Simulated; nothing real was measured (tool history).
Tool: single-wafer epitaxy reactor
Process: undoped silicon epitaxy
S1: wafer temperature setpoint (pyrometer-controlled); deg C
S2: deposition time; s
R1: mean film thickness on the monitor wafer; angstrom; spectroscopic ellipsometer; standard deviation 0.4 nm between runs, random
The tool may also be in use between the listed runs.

run    day   S1   S2      R1
  1      0  665  434  878.39
  2  0.288  666  434  903.82
  3  0.533  667  434  920.88
  4  0.796  667  407  861.71
  5  0.892  667  428  913.49
  6  1.162  668  428  921.71
  7  1.462  669  428   939.3

What does the tool deliver on the next run?
  8  1.638  670  428   ?

R1: 961.92 angstrom
